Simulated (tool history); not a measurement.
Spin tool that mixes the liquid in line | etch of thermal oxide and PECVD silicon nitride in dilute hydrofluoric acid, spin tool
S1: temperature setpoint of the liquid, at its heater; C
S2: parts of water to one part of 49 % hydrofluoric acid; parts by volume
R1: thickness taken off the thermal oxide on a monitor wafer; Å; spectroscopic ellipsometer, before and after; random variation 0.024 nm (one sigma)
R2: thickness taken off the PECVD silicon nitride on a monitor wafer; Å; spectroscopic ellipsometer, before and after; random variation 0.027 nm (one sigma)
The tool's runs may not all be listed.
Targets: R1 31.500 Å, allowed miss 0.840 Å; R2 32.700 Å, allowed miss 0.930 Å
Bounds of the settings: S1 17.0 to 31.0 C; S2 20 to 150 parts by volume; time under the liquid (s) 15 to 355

Run 1, hour 0.0: S1 23.0 C, S2 85 parts by volume, time under the liquid (s) 180. Result: R1 88.966 Å, R2 97.612 Å.
Run 2, hour 3.2: S1 23.0 C, S2 85 parts by volume, time under the liquid (s) 215. Result: R1 105.210 Å, R2 115.900 Å.
Run 3, hour 5.2: S1 21.5 C, S2 105 parts by volume, time under the liquid (s) 210. Result: R1 78.011 Å, R2 82.901 Å.
Run 4, hour 13.0: S1 21.5 C, S2 120 parts by volume, time under the liquid (s) 210. Result: R1 67.397 Å, R2 72.125 Å.
Run 5, hour 14.6: S1 21.0 C, S2 130 parts by volume, time under the liquid (s) 190. Result: R1 54.442 Å, R2 58.801 Å.
Run 6, hour 19.3: S1 19.5 C, S2 130 parts by volume, time under the liquid (s) 190. Result: R1 50.821 Å, R2 53.435 Å.
Run 7, hour 25.1: S1 19.0 C, S2 135 parts by volume, time under the liquid (s) 180. Result: R1 45.070 Å, R2 47.323 Å.
Run 8, hour 31.4: S1 18.5 C, S2 140 parts by volume, time under the liquid (s) 175. Result: R1 40.858 Å, R2 43.253 Å.
Run 9, hour 37.6: S1 18.0 C, S2 145 parts by volume, time under the liquid (s) 170. Result: R1 37.807 Å, R2 38.667 Å.
Run 10, hour 45.2: S1 18.5 C, S2 150 parts by volume, time under the liquid (s) 140. Result: R1 29.973 Å, R2 32.182 Å.
Run 11, hour 53.3: S1 18.0 C, S2 150 parts by volume, time under the liquid (s) 140. Result: R1 30.042 Å, R2 31.452 Å.

Which of these 4 next moves meets every target?
Run A, hour 61.4: S1 18.5 C, S2 135 parts by volume, time under the liquid (s) 130. Result: R1 ?, R2 ?.
Run B, hour 61.4: S1 18.0 C, S2 145 parts by volume, time under the liquid (s) 155. Result: R1 ?, R2 ?.
Run C, hour 61.4: S1 18.0 C, S2 135 parts by volume, time under the liquid (s) 140. Result: R1 ?, R2 ?.
Run D, hour 61.4: S1 19.0 C, S2 150 parts by volume, time under the liquid (s) 150. Result: R1 ?, R2 ?.

move      R1      R2
   A  31.261  33.473
   B  33.660  35.996
   C  32.985  34.840
   D  32.624  36.071
A: meets every target
B: takes the result that was furthest off past its target
C: takes the result that was furthest off past its target
D: takes the result that was furthest off past its target
Answer: A
